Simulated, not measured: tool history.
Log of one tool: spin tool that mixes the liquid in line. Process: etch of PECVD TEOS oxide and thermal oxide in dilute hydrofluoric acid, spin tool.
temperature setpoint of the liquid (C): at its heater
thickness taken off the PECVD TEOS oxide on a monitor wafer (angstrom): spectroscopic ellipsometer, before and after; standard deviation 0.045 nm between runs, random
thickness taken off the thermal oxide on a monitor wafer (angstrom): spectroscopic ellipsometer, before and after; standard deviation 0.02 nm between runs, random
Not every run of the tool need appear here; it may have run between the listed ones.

run,hour,temperature setpoint of the liquid (C),parts of water to one part of 49 % hydrofluoric acid (parts by volume),time under the liquid (s),thickness taken off the PECVD TEOS oxide on a monitor wafer (angstrom),thickness taken off the thermal oxide on a monitor wafer (angstrom)
1,0.0,22.0,145,180,83.109,49.621
2,4.9,22.0,190,180,60.131,36.380
3,8.2,23.5,190,180,64.259,38.272
4,12.0,23.5,190,115,40.981,24.453
5,13.9,23.5,235,115,31.663,18.975
6,19.9,23.5,255,115,28.879,17.123
7,28.3,25.5,220,115,36.785,22.201
8,32.6,27.0,165,120,57.964,34.308
9,35.8,28.0,160,120,61.870,37.114

Run 10 has not been measured yet. What should we expect?
10,44.3,28.5,155,120,?,?

{"run 10": {"thickness taken off the PECVD TEOS oxide on a monitor wafer (angstrom)": 65.878, "thickness taken off the thermal oxide on a monitor wafer (angstrom)": 39.52}}
